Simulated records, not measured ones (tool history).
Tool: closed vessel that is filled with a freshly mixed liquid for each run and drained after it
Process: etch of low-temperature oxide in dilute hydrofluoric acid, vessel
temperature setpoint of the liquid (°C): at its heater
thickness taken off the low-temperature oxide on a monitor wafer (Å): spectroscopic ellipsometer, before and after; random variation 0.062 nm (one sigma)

run,hour,temperature setpoint of the liquid (°C),parts of water to one part of 49 % hydrofluoric acid (parts by volume),time in the liquid (s),thickness taken off the low-temperature oxide on a monitor wafer (Å)
1,0,25,115,30,58.782
2,9.1,25,135,30,48.141
3,13.9,25,135,30,48.126
4,23,25,105,30,64.772
5,24.3,25,145,30,45.06
6,29.6,25,115,30,58.165
7,38.1,26.5,110,30,65.136
8,46.2,28,110,30,69.288

Run 9 comes next. What will it give?
9,52.3,29,110,30,?

{"run 9": {"thickness taken off the low-temperature oxide on a monitor wafer (Å)": 71.297}}
